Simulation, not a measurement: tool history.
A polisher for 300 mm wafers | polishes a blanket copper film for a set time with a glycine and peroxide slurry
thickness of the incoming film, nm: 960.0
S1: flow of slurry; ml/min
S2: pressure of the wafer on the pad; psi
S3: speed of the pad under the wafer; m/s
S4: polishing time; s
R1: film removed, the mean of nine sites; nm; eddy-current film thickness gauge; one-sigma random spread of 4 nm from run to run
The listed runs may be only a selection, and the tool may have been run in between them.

run  hour   S1   S2    S3  S4      R1
  1     0  175  2.8   1.1  65  371.96
  2   7.9  175  2.5  1.08  65   335.8
  3  12.4  210  2.5  1.08  65  348.03
  4  14.4  210    3  1.08  65  397.13
  5  15.9  210    3  1.08  68  404.94
  6  24.8  210    3  1.08  65  398.89

Run 7, settings as shown, results not yet in. Your forecast:
  7  28.1  205  2.2  1.02  65   ?

R1: 305.26 nm
